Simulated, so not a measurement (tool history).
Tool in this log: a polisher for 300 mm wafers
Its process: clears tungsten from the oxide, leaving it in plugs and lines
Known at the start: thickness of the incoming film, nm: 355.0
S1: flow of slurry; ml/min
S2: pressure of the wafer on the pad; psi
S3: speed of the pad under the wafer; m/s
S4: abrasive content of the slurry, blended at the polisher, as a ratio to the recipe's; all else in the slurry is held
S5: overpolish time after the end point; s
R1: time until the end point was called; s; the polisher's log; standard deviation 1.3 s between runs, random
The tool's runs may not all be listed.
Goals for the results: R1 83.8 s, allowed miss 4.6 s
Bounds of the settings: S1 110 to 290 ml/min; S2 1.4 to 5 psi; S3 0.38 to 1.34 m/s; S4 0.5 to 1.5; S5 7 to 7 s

Run 1, hour 0: S1 185 ml/min, S2 3.2 psi, S3 0.86 m/s, S4 1, S5 7 s. Result: R1 116.02 s.
Run 2, hour 6.9: S1 185 ml/min, S2 3.3 psi, S3 0.86 m/s, S4 1, S5 7 s. Result: R1 113.3 s.
Run 3, hour 11.8: S1 185 ml/min, S2 3.3 psi, S3 0.66 m/s, S4 1, S5 7 s. Result: R1 142.11 s.
Run 4, hour 19.6: S1 185 ml/min, S2 3.3 psi, S3 0.52 m/s, S4 1, S5 7 s. Result: R1 179.59 s.
Run 5, hour 26: S1 185 ml/min, S2 3.9 psi, S3 0.52 m/s, S4 1, S5 7 s. Result: R1 156.16 s.
Run 6, hour 34.6: S1 185 ml/min, S2 4 psi, S3 0.56 m/s, S4 1, S5 7 s. Result: R1 138.81 s.
Run 7, hour 40.8: S1 190 ml/min, S2 4.9 psi, S3 0.68 m/s, S4 1, S5 7 s. Result: R1 96.609 s.
Run 8, hour 43.7: S1 190 ml/min, S2 4.9 psi, S3 0.7 m/s, S4 1, S5 7 s. Result: R1 91.177 s.
Run 9, hour 52.7: S1 190 ml/min, S2 5 psi, S3 0.72 m/s, S4 1, S5 7 s. Result: R1 89.432 s.

Exactly one of the 5 candidate moves below puts every result within its allowed miss. Which one?
Run A, hour 61.7: S1 165 ml/min, S2 4.8 psi, S3 0.7 m/s, S4 1, S5 7 s. Result: R1 ?.
Run B, hour 61.7: S1 200 ml/min, S2 4.6 psi, S3 0.76 m/s, S4 1, S5 7 s. Result: R1 ?.
Run C, hour 61.7: S1 165 ml/min, S2 4.9 psi, S3 0.7 m/s, S4 0.85, S5 7 s. Result: R1 ?.
Run D, hour 61.7: S1 175 ml/min, S2 5 psi, S3 0.74 m/s, S4 1.1, S5 7 s. Result: R1 ?.
Run E, hour 61.7: S1 155 ml/min, S2 4.9 psi, S3 0.7 m/s, S4 1.05, S5 7 s. Result: R1 ?.

move      R1
   A  97.295
   B  90.882
   C  98.757
   D  85.889
   E  95.417
A: moves away from the targets compared with the last run
B: moves away from the targets compared with the last run
C: moves away from the targets compared with the last run
D: all results in spec
E: moves away from the targets compared with the last run
Answer: D
